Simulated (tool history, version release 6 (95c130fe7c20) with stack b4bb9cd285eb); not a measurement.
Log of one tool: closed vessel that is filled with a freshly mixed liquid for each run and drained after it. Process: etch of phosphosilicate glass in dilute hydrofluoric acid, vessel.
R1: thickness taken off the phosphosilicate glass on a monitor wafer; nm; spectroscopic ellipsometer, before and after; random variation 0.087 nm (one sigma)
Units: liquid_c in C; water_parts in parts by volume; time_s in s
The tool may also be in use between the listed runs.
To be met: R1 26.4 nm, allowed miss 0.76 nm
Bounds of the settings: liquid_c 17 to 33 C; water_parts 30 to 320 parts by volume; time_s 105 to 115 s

{"run": 1, "hour": 0.0, "liquid_c": 25, "water_parts": 175, "time_s": 105, "R1": 31.692}
{"run": 2, "hour": 1.2, "liquid_c": 24, "water_parts": 175, "time_s": 105, "R1": 30.428}
{"run": 3, "hour": 5.8, "liquid_c": 23.5, "water_parts": 175, "time_s": 105, "R1": 29.961}
{"run": 4, "hour": 11.6, "liquid_c": 23, "water_parts": 175, "time_s": 105, "R1": 29.178}
{"run": 5, "hour": 13.6, "liquid_c": 23, "water_parts": 175, "time_s": 115, "R1": 32.086}
{"run": 6, "hour": 16.6, "liquid_c": 22.5, "water_parts": 175, "time_s": 115, "R1": 31.491}
{"run": 7, "hour": 22.3, "liquid_c": 22, "water_parts": 175, "time_s": 115, "R1": 31.033}
{"run": 8, "hour": 23.5, "liquid_c": 21.5, "water_parts": 175, "time_s": 115, "R1": 30.492}
{"run": 9, "hour": 26.3, "liquid_c": 21, "water_parts": 175, "time_s": 115, "R1": 29.928}
{"run": 10, "hour": 33.6, "liquid_c": 20.5, "water_parts": 175, "time_s": 115, "R1": 29.337}
{"run": 11, "hour": 38.6, "liquid_c": 20, "water_parts": 175, "time_s": 115, "R1": 28.75}
{"run": 12, "hour": 42.8, "liquid_c": 19.5, "water_parts": 175, "time_s": 115, "R1": 28.119}

Which of these 5 next moves meets every target?
{"run": "A", "hour": 47.0, "liquid_c": 18, "water_parts": 150, "time_s": 105, "R1": "?"}
{"run": "B", "hour": 47.0, "liquid_c": 20.5, "water_parts": 165, "time_s": 110, "R1": "?"}
{"run": "C", "hour": 47.0, "liquid_c": 20, "water_parts": 170, "time_s": 115, "R1": "?"}
{"run": "D", "hour": 47.0, "liquid_c": 17.5, "water_parts": 155, "time_s": 115, "R1": "?"}
{"run": "E", "hour": 47.0, "liquid_c": 20, "water_parts": 175, "time_s": 105, "R1": "?"}

move=A R1=28.938
move=B R1=29.992
move=C R1=29.689
move=D R1=29.907
move=E R1=26.2
A: further off than the last run
B: further off than the last run
C: further off than the last run
D: further off than the last run
E: meets every target
The right move is E.
